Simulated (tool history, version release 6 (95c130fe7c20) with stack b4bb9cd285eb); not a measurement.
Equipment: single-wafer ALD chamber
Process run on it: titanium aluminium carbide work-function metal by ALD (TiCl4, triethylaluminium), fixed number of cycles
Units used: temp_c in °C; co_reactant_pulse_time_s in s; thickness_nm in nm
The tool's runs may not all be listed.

{"run": 1, "hour": 0.0, "temp_c": 280, "co_reactant_pulse_time_s": 12.49, "thickness_nm": 1.8535}
{"run": 2, "hour": 8.4, "temp_c": 276, "co_reactant_pulse_time_s": 12.49, "thickness_nm": 1.8125}
{"run": 3, "hour": 10.9, "temp_c": 276, "co_reactant_pulse_time_s": 14.42, "thickness_nm": 1.8396}
{"run": 4, "hour": 16.0, "temp_c": 276, "co_reactant_pulse_time_s": 16.79, "thickness_nm": 1.8384}
{"run": 5, "hour": 17.0, "temp_c": 276, "co_reactant_pulse_time_s": 14.05, "thickness_nm": 1.8271}
{"run": 6, "hour": 24.2, "temp_c": 274, "co_reactant_pulse_time_s": 13.87, "thickness_nm": 1.8244}

Forecast run 7:
{"run": 7, "hour": 25.8, "temp_c": 271, "co_reactant_pulse_time_s": 12.73, "thickness_nm": "?"}

Run 7 gave thickness_nm 1.7767 nm.
